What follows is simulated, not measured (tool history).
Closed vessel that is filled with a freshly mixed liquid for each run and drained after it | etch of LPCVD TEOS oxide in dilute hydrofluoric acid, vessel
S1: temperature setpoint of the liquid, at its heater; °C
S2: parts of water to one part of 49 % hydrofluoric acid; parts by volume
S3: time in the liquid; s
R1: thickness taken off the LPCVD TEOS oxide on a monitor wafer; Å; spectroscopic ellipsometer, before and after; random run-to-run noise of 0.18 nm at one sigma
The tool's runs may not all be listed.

run    day    S1   S2   S3      R1
  1      0    23  150  100  104.37
  2  0.158    23  100  100   165.6
  3  0.429    20  100  100  145.26
  4  0.721    20  135  100   104.2
  5  1.067    20  135  100   103.7
  6  1.212    22  120  100  128.04
  7  1.542    24  105  100  162.32
  8  1.575  25.5   95  100  191.67
  9  1.921  26.5   85  100  223.99

Run 10 has not been measured yet. What should we expect?
 10  2.088  27.5  80  100   ?

For run 10 the tool returned R1 251.41 Å.
